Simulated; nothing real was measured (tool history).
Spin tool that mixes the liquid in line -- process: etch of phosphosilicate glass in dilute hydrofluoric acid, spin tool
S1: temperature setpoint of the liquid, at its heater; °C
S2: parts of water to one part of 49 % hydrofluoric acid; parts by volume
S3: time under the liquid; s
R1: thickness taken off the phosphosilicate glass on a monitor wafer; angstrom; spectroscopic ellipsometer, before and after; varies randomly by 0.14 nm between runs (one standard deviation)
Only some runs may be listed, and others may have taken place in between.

run 1 day=0.000 | S1=23.0 S2=185 S3=50 | R1=428.44
run 2 day=0.033 | S1=23.0 S2=185 S3=50 | R1=429.35
run 3 day=0.067 | S1=23.0 S2=125 S3=50 | R1=674.86
run 4 day=0.271 | S1=21.5 S2=140 S3=50 | R1=559.59
run 5 day=0.638 | S1=20.5 S2=145 S3=50 | R1=515.76
run 6 day=0.938 | S1=20.5 S2=170 S3=50 | R1=429.66
run 7 day=1.304 | S1=20.5 S2=170 S3=50 | R1=429.35
run 8 day=1.646 | S1=19.5 S2=170 S3=50 | R1=411.93
run 9 day=1.679 | S1=19.0 S2=170 S3=50 | R1=404.08

Predict the results of run 10:
run 10 day=2.021 | S1=18.5 S2=170 S3=50 | R1=?

{"run 10": {"R1": 400.09}}
